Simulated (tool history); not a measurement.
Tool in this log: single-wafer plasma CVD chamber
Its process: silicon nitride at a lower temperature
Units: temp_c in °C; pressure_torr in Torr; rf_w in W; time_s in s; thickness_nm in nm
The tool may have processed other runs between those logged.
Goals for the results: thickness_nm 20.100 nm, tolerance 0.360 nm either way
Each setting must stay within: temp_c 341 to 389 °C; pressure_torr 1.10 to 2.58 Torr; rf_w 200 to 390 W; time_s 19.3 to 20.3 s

run,hour,temp_c,pressure_torr,rf_w,time_s,thickness_nm
1,0.0,365,1.84,295,20.3,22.920
2,5.7,365,1.78,295,20.3,22.722
3,7.5,365,1.78,295,19.3,21.613
4,14.7,365,1.74,295,19.3,21.546
5,16.3,365,1.70,295,19.3,21.333
6,20.5,356,1.70,295,19.3,21.449
7,24.8,356,1.67,295,19.3,21.403
8,32.0,356,1.64,295,19.3,21.197
9,40.1,356,1.33,290,19.3,19.666
10,42.9,356,1.34,290,19.3,19.493

Exercise: of the 5 proposed moves below, exactly one satisfies all targets within the stated allowed misses. Which move is it?
A,45.7,345,1.42,280,19.3,?
B,45.7,354,1.31,280,19.3,?
C,45.7,355,1.22,280,20.0,?
D,45.7,355,1.43,270,19.3,?
E,45.7,348,1.23,305,19.3,?

move,thickness_nm
A,19.520
B,19.000
C,19.274
D,18.755
E,20.323
A: no better and no worse than the last run
B: further off than the last run
C: further off than the last run
D: further off than the last run
E: all results land within tolerance of their targets
Answer: E

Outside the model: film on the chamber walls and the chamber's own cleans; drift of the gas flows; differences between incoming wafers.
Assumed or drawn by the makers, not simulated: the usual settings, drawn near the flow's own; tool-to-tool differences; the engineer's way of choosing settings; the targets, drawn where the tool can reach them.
